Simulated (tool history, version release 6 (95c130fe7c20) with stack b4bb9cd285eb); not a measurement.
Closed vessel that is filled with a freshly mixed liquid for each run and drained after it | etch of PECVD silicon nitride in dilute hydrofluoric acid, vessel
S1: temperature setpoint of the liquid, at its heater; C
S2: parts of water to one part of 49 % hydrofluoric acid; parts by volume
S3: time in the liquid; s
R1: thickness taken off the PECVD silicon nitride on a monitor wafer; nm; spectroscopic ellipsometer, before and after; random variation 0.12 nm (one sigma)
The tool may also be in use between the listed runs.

run    day    S1   S2   S3      R1
  1      0    25  260  690  4.9432
  2  0.342  26.5  220  690  6.3786
  3  0.642    28  190  690  8.2124
  4  0.967    28  190  690  8.0838
  5  1.279    29  170  690    9.54
  6    1.3    30  155  690   11.34
  7  1.383    33  100  690  21.243

The next listed run, before its measurement:
  8  1.529  32.5  100  690   ?

Run 8 gave R1 20.404 nm.
